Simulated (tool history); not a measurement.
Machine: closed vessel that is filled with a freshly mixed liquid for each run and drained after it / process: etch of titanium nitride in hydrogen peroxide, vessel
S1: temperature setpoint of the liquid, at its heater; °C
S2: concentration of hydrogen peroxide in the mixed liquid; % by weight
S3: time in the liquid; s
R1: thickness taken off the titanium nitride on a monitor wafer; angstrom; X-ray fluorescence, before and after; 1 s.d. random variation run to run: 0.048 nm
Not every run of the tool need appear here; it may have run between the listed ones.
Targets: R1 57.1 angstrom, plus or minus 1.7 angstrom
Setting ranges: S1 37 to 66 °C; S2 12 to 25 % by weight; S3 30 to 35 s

{"run": 1, "day": 0.0, "S1": 53, "S2": 17, "S3": 35, "R1": 35.079}
{"run": 2, "day": 0.171, "S1": 54.5, "S2": 17, "S3": 35, "R1": 39.351}
{"run": 3, "day": 0.475, "S1": 56, "S2": 17, "S3": 35, "R1": 43.383}
{"run": 4, "day": 0.546, "S1": 56, "S2": 20, "S3": 35, "R1": 45.231}
{"run": 5, "day": 0.638, "S1": 57, "S2": 20, "S3": 35, "R1": 47.644}
{"run": 6, "day": 0.904, "S1": 57, "S2": 20, "S3": 30, "R1": 41.071}
{"run": 7, "day": 1.133, "S1": 58.5, "S2": 20, "S3": 30, "R1": 45.698}
{"run": 8, "day": 1.342, "S1": 59.5, "S2": 20, "S3": 30, "R1": 49.397}
{"run": 9, "day": 1.621, "S1": 60, "S2": 20, "S3": 30, "R1": 50.54}
{"run": 10, "day": 1.862, "S1": 60.5, "S2": 20, "S3": 30, "R1": 53.016}
{"run": 11, "day": 2.154, "S1": 61, "S2": 20, "S3": 30, "R1": 54.4}
{"run": 12, "day": 2.362, "S1": 61, "S2": 20, "S3": 30, "R1": 54.444}

Of the 4 settings listed for the next run, only one would bring every result within its allowed miss of target. Which one?
{"run": "A", "day": 2.571, "S1": 60, "S2": 20.5, "S3": 35, "R1": "?"}
{"run": "B", "day": 2.571, "S1": 62.5, "S2": 21.5, "S3": 30, "R1": "?"}
{"run": "C", "day": 2.571, "S1": 60, "S2": 21, "S3": 35, "R1": "?"}
{"run": "D", "day": 2.571, "S1": 60, "S2": 18, "S3": 35, "R1": "?"}

move=A R1=59.402
move=B R1=60.889
move=C R1=59.71
move=D R1=57.774
A: moves the result that the last run missed by most past its target, out the other side
B: moves the result that the last run missed by most past its target, out the other side
C: moves the result that the last run missed by most past its target, out the other side
D: all results land within tolerance of their targets
D meets every target.
